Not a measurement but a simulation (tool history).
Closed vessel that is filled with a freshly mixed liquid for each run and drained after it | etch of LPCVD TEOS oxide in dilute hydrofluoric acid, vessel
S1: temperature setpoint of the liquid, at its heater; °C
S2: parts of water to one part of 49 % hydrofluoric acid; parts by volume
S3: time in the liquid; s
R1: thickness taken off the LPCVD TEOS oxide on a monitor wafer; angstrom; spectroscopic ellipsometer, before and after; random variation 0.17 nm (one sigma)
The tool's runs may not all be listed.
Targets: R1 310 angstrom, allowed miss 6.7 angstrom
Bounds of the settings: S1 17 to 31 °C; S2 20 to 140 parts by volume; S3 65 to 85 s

{"run": 1, "day": 0.0, "S1": 23, "S2": 75, "S3": 85, "R1": 188.05}
{"run": 2, "day": 0.229, "S1": 24.5, "S2": 75, "S3": 85, "R1": 198.37}
{"run": 3, "day": 0.517, "S1": 24.5, "S2": 60, "S3": 85, "R1": 254.73}
{"run": 4, "day": 0.671, "S1": 21, "S2": 60, "S3": 85, "R1": 220.33}
{"run": 5, "day": 0.933, "S1": 22.5, "S2": 60, "S3": 85, "R1": 236.25}
{"run": 6, "day": 1.288, "S1": 23.5, "S2": 60, "S3": 85, "R1": 245.32}
{"run": 7, "day": 1.342, "S1": 27.5, "S2": 60, "S3": 85, "R1": 288.23}
{"run": 8, "day": 1.608, "S1": 28, "S2": 60, "S3": 85, "R1": 292.39}
{"run": 9, "day": 1.946, "S1": 28.5, "S2": 60, "S3": 85, "R1": 300.39}

Which of these 5 next moves meets every target?
{"run": "A", "day": 2.283, "S1": 28, "S2": 50, "S3": 70, "R1": "?"}
{"run": "B", "day": 2.283, "S1": 28.5, "S2": 55, "S3": 85, "R1": "?"}
{"run": "C", "day": 2.283, "S1": 29, "S2": 55, "S3": 75, "R1": "?"}
{"run": "D", "day": 2.283, "S1": 31, "S2": 60, "S3": 80, "R1": "?"}
{"run": "E", "day": 2.283, "S1": 28.5, "S2": 60, "S3": 80, "R1": "?"}

move=A R1=291.43
move=B R1=325.76
move=C R1=293.16
move=D R1=307.53
move=E R1=279
A: further off than the last run
B: takes the result that was furthest off past its target
C: further off than the last run
D: meets every target
E: further off than the last run
Answer: D
